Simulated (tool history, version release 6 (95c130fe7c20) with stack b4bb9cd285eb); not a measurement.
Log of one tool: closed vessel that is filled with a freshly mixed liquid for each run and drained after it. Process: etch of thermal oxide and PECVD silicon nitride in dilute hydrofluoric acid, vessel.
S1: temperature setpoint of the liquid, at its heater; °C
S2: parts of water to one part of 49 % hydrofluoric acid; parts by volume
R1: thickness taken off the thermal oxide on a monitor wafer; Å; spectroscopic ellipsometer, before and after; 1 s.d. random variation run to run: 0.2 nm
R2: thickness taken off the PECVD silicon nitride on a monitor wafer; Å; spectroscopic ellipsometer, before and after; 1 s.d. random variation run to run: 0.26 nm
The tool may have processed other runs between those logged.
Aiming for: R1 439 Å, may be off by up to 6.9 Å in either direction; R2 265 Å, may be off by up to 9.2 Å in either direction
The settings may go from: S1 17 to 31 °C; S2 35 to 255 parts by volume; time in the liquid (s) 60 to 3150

run 1 hour=0 | S1=23 S2=145 time_in_the_liquid_(s)=1605 | R1=513.06 R2=300.05
run 2 hour=7.2 | S1=24.5 S2=145 time_in_the_liquid_(s)=1605 | R1=543.68 R2=333.59
run 3 hour=12.5 | S1=27 S2=145 time_in_the_liquid_(s)=1605 | R1=598.92 R2=390.38
run 4 hour=17.2 | S1=23.5 S2=145 time_in_the_liquid_(s)=1605 | R1=526.6 R2=318.03
run 5 hour=22.3 | S1=23.5 S2=145 time_in_the_liquid_(s)=1875 | R1=613.87 R2=367.15
run 6 hour=29.9 | S1=23 S2=150 time_in_the_liquid_(s)=1890 | R1=582.85 R2=348.56
run 7 hour=32.7 | S1=23 S2=150 time_in_the_liquid_(s)=1890 | R1=579.37 R2=346.07
run 8 hour=37.4 | S1=22.5 S2=155 time_in_the_liquid_(s)=1910 | R1=554.34 R2=325.28
run 9 hour=41.8 | S1=22.5 S2=160 time_in_the_liquid_(s)=1920 | R1=536.5 R2=317.46

4 next moves are on the table. One of them brings every result within its allowed miss. Which?
run A hour=46.2 | S1=25 S2=170 time_in_the_liquid_(s)=1450 | R1=? R2=?
run B hour=46.2 | S1=26 S2=200 time_in_the_liquid_(s)=1720 | R1=? R2=?
run C hour=46.2 | S1=23 S2=165 time_in_the_liquid_(s)=1535 | R1=? R2=?
run D hour=46.2 | S1=22 S2=185 time_in_the_liquid_(s)=1890 | R1=? R2=?

move=A R1=414.4 R2=262.68
move=B R1=418.98 R2=282.15
move=C R1=421.45 R2=251.98
move=D R1=436.04 R2=259.86
A: the result that was furthest off in the last run now lies on the other side of its target
B: the result that was furthest off in the last run now lies on the other side of its target
C: the result that was furthest off in the last run now lies on the other side of its target
D: meets every target
D is the move that brings every result within its allowed miss.

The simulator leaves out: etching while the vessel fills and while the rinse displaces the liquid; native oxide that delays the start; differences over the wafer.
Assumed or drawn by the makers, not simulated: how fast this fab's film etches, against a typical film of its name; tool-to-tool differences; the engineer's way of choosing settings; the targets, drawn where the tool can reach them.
